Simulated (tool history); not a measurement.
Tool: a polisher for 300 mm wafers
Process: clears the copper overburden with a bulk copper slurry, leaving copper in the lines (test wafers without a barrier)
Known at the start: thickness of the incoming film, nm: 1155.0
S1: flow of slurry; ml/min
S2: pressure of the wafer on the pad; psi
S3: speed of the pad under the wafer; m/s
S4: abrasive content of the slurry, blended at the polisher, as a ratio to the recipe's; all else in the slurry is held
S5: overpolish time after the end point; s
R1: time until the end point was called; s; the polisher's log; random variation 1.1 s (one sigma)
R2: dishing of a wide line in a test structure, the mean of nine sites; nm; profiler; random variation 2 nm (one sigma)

| run | hour | S1 | S2 | S3 | S4 | S5 | R1 | R2 |
|---|---|---|---|---|---|---|---|---|
| 1 | 0 | 125 | 2.8 | 0.84 | 1 | 23 | 129.67 | 77.075 |
| 2 | 7.1 | 125 | 3.4 | 0.84 | 1 | 23 | 111.44 | 84.662 |
| 3 | 8 | 150 | 3.4 | 0.84 | 1 | 23 | 105.75 | 86.357 |
| 4 | 14.8 | 150 | 3.4 | 0.84 | 1.15 | 23 | 104.08 | 88.437 |
| 5 | 23.2 | 150 | 3.4 | 0.64 | 1.15 | 23 | 132.1 | 78.4 |
| 6 | 32.1 | 150 | 3.5 | 0.64 | 1.15 | 24 | 128.28 | 85.498 |
| 7 | 40.7 | 150 | 3.6 | 0.64 | 1.15 | 24 | 124.42 | 84.749 |

Forecast run 8:
| 8 | 43.5 | 150 | 3.7 | 0.64 | 1.15 | 24 | ? | ? |

Run 8 gave R1 121.58 s, R2 84.336 nm.
